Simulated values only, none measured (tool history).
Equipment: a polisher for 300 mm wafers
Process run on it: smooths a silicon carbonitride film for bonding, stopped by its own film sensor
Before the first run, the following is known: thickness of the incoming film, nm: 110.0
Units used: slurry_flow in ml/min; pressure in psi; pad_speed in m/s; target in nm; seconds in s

run 1 hour=0.0 | slurry_flow=265 pressure=1.9 pad_speed=0.84 slurry_solids=1.0 target=89 | seconds=96.248
run 2 hour=4.9 | slurry_flow=265 pressure=1.9 pad_speed=0.68 slurry_solids=1.0 target=89 | seconds=106.700
run 3 hour=11.5 | slurry_flow=265 pressure=1.5 pad_speed=0.68 slurry_solids=1.0 target=89 | seconds=131.910
run 4 hour=19.8 | slurry_flow=265 pressure=1.4 pad_speed=0.66 slurry_solids=1.0 target=89 | seconds=137.380
run 5 hour=28.4 | slurry_flow=265 pressure=1.4 pad_speed=0.88 slurry_solids=1.0 target=89 | seconds=116.360
run 6 hour=36.7 | slurry_flow=215 pressure=1.4 pad_speed=0.88 slurry_solids=1.0 target=89 | seconds=123.930
run 7 hour=39.5 | slurry_flow=210 pressure=1.3 pad_speed=0.84 slurry_solids=1.0 target=89 | seconds=134.550
run 8 hour=47.3 | slurry_flow=205 pressure=1.2 pad_speed=0.80 slurry_solids=1.0 target=89 | seconds=145.160
run 9 hour=54.7 | slurry_flow=205 pressure=1.1 pad_speed=0.78 slurry_solids=1.0 target=89 | seconds=153.450

Run 10 is up next; what results do you expect?
run 10 hour=60.6 | slurry_flow=205 pressure=1.1 pad_speed=0.76 slurry_solids=1.0 target=89 | seconds=?

{"run 10": {"seconds": 158.42}}
